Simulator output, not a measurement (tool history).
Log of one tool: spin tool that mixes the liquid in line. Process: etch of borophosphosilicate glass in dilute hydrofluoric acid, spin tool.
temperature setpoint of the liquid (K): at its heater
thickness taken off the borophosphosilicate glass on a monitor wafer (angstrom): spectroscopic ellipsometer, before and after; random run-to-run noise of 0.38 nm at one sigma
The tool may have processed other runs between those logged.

run,hour,temperature setpoint of the liquid (K),parts of water to one part of 49 % hydrofluoric acid (parts by volume),time under the liquid (s),thickness taken off the borophosphosilicate glass on a monitor wafer (angstrom)
1,0,299.15,160,90,179.54
2,5.2,299.15,120,90,248.65
3,11.3,299.15,80,90,397.41
4,19.1,299.15,80,95,414.88
# hour 21.4: thermometer replaced
5,21.4,300.65,80,95,476.41
6,30.1,301.15,80,95,485.34
7,38.9,305.15,75,95,614.4
8,45.8,304.65,75,95,600.72

The next listed run, before its measurement:
9,49.5,304.15,75,95,?

Run 9 yielded thickness taken off the borophosphosilicate glass on a monitor wafer (angstrom) 592.54.
